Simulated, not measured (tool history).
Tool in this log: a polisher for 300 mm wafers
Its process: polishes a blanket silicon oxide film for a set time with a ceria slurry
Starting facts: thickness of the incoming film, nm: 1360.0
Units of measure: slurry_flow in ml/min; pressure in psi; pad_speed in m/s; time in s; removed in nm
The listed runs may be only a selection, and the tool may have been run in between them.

run,hour,slurry_flow,pressure,pad_speed,time,removed
1,0,220,3.6,1.16,48,272.78
2,6.8,215,2.9,1.08,48,203.2
3,12.5,215,2.9,1.08,48,205.26
4,18.1,210,2.5,1.04,48,172.21
5,20.3,210,2,1.04,48,138.77
6,29.1,240,2,1.04,48,139.95
7,30.2,240,1.9,1.04,48,133.48

The next listed run, before its measurement:
8,31.3,240,1.8,1.04,48,?

removed: 128.27 nm

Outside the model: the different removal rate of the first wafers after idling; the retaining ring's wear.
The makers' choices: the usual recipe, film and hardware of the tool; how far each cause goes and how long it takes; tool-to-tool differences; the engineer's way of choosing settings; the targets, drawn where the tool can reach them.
